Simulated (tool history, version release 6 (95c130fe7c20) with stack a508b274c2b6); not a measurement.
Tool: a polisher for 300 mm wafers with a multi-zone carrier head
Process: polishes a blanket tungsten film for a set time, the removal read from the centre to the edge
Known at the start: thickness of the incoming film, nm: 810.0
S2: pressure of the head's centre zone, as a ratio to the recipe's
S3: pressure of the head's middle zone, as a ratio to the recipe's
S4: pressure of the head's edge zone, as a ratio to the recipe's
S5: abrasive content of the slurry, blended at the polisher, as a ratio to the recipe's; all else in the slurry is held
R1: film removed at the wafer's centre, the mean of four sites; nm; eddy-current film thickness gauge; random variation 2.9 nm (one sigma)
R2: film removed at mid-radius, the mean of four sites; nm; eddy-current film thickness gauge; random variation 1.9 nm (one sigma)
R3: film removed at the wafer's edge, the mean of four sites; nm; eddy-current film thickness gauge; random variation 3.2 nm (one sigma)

Run 1, day 0.000: flow of slurry (ml/min) 225, S2 1.00, S3 1.00, S4 1.00, S5 1.00, polishing time (s) 55. Result: R1 340.61 nm, R2 331.51 nm, R3 333.29 nm.
Run 2, day 0.029: flow of slurry (ml/min) 225, S2 1.00, S3 1.00, S4 1.00, S5 1.15, polishing time (s) 55. Result: R1 358.11 nm, R2 348.37 nm, R3 351.68 nm.
Run 3, day 0.108: flow of slurry (ml/min) 225, S2 1.05, S3 1.00, S4 1.00, S5 1.15, polishing time (s) 55. Result: R1 370.73 nm, R2 341.48 nm, R3 345.26 nm.
Run 4, day 0.450: flow of slurry (ml/min) 220, S2 1.02, S3 0.99, S4 0.99, S5 1.05, polishing time (s) 54. Result: R1 339.63 nm, R2 325.80 nm, R3 328.26 nm.
Run 5, day 0.671: flow of slurry (ml/min) 210, S2 1.00, S3 0.97, S4 0.97, S5 0.95, polishing time (s) 54. Result: R1 325.39 nm, R2 303.34 nm, R3 313.86 nm.
Run 6, day 1.000: flow of slurry (ml/min) 205, S2 0.97, S3 0.97, S4 0.96, S5 0.85, polishing time (s) 53. Result: R1 290.72 nm, R2 286.76 nm, R3 291.76 nm.
Run 7, day 1.304: flow of slurry (ml/min) 180, S2 0.87, S3 0.87, S4 0.86, S5 0.60, polishing time (s) 52. Result: R1 222.84 nm, R2 221.02 nm, R3 236.65 nm.
Run 8, day 1.671: flow of slurry (ml/min) 185, S2 0.87, S3 0.88, S4 0.86, S5 0.60, polishing time (s) 52. Result: R1 224.45 nm, R2 226.51 nm, R3 238.53 nm.
Run 9, day 2.012: flow of slurry (ml/min) 190, S2 0.87, S3 0.88, S4 0.86, S5 0.60, polishing time (s) 52. Result: R1 228.16 nm, R2 223.34 nm, R3 237.47 nm.
Run 10, day 2.308: flow of slurry (ml/min) 200, S2 0.85, S3 0.94, S4 0.89, S5 0.65, polishing time (s) 52. Result: R1 236.02 nm, R2 248.88 nm, R3 252.19 nm.

The next listed run, before its measurement:
Run 11, day 2.654: flow of slurry (ml/min) 195, S2 0.85, S3 0.94, S4 0.89, S5 0.65, polishing time (s) 52. Result: R1 ?, R2 ?, R3 ?.

{"run 11": {"R1": 233.67, "R2": 246.11, "R3": 251.55}}
